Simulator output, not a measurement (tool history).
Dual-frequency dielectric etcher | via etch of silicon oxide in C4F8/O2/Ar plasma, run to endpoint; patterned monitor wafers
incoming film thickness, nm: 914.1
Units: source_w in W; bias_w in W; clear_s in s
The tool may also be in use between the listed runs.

run	hour	source_w	bias_w	clear_s
1	0.0	2620	2716	150.73
2	8.7	2910	2716	145.42
3	16.0	2700	2590	150.99
4	20.9	2520	2489	156.14
5	27.7	2720	2489	151.55
6	32.7	3060	2489	144.36

Run 7 comes next. What will it give?
7	37.2	2830	2384	?

Run 7 gave clear_s 150.91 s.
